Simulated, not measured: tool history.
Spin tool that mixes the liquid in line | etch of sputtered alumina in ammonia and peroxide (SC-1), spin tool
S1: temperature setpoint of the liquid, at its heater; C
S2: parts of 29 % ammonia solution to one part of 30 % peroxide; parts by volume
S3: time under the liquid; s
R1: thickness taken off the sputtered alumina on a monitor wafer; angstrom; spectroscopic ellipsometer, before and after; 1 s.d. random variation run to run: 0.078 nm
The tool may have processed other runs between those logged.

| run | hour | S1 | S2 | S3 | R1 |
|---|---|---|---|---|---|
| 1 | 0 | 58 | 0.65 | 180 | 176.26 |
| 2 | 7.1 | 59.5 | 0.65 | 180 | 191.18 |
| 3 | 10 | 60.5 | 0.65 | 180 | 199.78 |
| 4 | 18.9 | 60.5 | 0.65 | 195 | 217.74 |
| 5 | 25.5 | 65 | 0.65 | 195 | 271.93 |
| 6 | 31.3 | 64.5 | 0.65 | 195 | 264.31 |

Run 7, settings as shown, results not yet in. Your forecast:
| 7 | 35.3 | 64 | 0.65 | 195 | ? |

{"run 7": {"R1": 258.42}}
